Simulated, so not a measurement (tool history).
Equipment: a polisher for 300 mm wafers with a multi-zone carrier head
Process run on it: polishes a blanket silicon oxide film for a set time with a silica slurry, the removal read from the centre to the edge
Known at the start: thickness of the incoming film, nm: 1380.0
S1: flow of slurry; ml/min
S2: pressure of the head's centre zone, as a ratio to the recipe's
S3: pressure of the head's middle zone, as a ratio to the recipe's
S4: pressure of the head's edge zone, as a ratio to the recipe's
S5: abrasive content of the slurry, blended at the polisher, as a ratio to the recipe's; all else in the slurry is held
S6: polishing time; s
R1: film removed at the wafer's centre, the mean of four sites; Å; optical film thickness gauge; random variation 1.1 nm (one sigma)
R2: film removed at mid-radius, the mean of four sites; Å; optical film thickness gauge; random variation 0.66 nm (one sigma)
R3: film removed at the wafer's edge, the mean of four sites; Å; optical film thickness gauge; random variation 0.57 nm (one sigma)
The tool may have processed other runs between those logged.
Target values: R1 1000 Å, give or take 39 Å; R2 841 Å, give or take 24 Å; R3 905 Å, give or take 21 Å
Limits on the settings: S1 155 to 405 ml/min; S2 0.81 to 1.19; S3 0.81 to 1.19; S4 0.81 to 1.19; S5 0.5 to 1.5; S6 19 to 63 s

run 1 hour=0 | S1=260 S2=1 S3=1 S4=1 S5=1 S6=41 | R1=1434.8 R2=1442.2 R3=1429.8
run 2 hour=5.1 | S1=255 S2=1.01 S3=0.96 S4=0.97 S5=0.9 S6=40 | R1=1378.7 R2=1318.5 R3=1320.2
run 3 hour=7.9 | S1=255 S2=1.01 S3=0.96 S4=0.89 S5=0.9 S6=40 | R1=1362.5 R2=1336.8 R3=1281.8
run 4 hour=10.8 | S1=255 S2=1.01 S3=0.96 S4=0.89 S5=0.9 S6=33 | R1=1141.3 R2=1093.6 R3=1065.2
run 5 hour=13.3 | S1=255 S2=1.01 S3=0.96 S4=0.93 S5=0.9 S6=33 | R1=1129.7 R2=1074.2 R3=1069.9
run 6 hour=21.9 | S1=300 S2=1.01 S3=0.96 S4=0.93 S5=0.9 S6=33 | R1=1146.4 R2=1098 R3=1084.9
run 7 hour=27.7 | S1=295 S2=1.01 S3=0.93 S4=0.92 S5=0.8 S6=33 | R1=1087.5 R2=1031.1 R3=1048.6
run 8 hour=31.9 | S1=290 S2=1.02 S3=0.91 S4=0.9 S5=0.75 S6=33 | R1=1061.8 R2=1006.2 R3=998.78
run 9 hour=35.1 | S1=280 S2=1.04 S3=0.89 S4=0.92 S5=0.7 S6=33 | R1=1057.7 R2=963.24 R3=986.19

5 next moves are on the table. One of them brings every result within its allowed miss. Which?
run A hour=38.3 | S1=260 S2=1.16 S3=0.87 S4=0.97 S5=0.75 S6=27 | R1=? R2=? R3=?
run B hour=38.3 | S1=300 S2=1.01 S3=0.86 S4=0.98 S5=0.8 S6=28 | R1=? R2=? R3=?
run C hour=38.3 | S1=265 S2=1.01 S3=0.9 S4=0.89 S5=0.6 S6=30 | R1=? R2=? R3=?
run D hour=38.3 | S1=210 S2=1.09 S3=0.88 S4=0.99 S5=0.7 S6=30 | R1=? R2=? R3=?
run E hour=38.3 | S1=285 S2=1.1 S3=0.81 S4=1.01 S5=0.7 S6=29 | R1=? R2=? R3=?

move=A R1=965.65 R2=798.36 R3=844.19
move=B R1=902.67 R2=851.78 R3=907.4
move=C R1=868.48 R2=842.5 R3=840.55
move=D R1=961.71 R2=854.44 R3=910.04
move=E R1=969.45 R2=811.32 R3=908.3
A: takes the biggest miss from the last run beyond its target
B: puts the biggest miss on target and leaves a different result outside tolerance
C: puts the biggest miss on target and leaves a different result outside tolerance
D: every result within its allowed miss
E: takes the biggest miss from the last run beyond its target
Move D is the one to make.

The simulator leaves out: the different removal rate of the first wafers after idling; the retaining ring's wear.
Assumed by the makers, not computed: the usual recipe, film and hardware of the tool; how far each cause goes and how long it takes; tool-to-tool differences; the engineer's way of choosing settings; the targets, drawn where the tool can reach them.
